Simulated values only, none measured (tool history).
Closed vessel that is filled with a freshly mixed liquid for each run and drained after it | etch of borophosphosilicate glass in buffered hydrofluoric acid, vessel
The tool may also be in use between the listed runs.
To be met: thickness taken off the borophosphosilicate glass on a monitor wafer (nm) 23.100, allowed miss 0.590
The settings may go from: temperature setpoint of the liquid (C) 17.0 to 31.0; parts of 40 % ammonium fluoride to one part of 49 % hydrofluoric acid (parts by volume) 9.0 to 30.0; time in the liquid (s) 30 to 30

run,hour,temperature setpoint of the liquid (C),parts of 40 % ammonium fluoride to one part of 49 % hydrofluoric acid (parts by volume),time in the liquid (s),thickness taken off the borophosphosilicate glass on a monitor wafer (nm)
1,0.0,23.0,24.0,30,16.457
2,8.4,23.0,24.0,30,16.569
3,13.8,23.0,24.0,30,16.474
4,23.0,23.0,29.0,30,14.528
5,24.7,23.0,30.0,30,14.157
6,30.5,24.5,29.5,30,15.565
7,31.9,26.0,29.0,30,16.979
8,35.2,27.0,28.5,30,18.250
9,39.1,28.0,28.5,30,19.231
10,42.6,28.5,28.5,30,19.817
11,46.3,29.0,28.5,30,20.155
12,52.8,29.5,28.0,30,21.123

Which of these 4 next moves meets every target?
A,59.3,31.0,27.5,30,?
B,59.3,31.0,30.0,30,?
C,59.3,30.5,30.0,30,?
D,59.3,31.0,29.5,30,?

move,thickness taken off the borophosphosilicate glass on a monitor wafer (nm)
A,23.160
B,21.828
C,21.261
D,22.079
A: meets every target
B: nearer than the last run, and not there yet
C: nearer than the last run, and not there yet
D: nearer than the last run, and not there yet
Answer: A
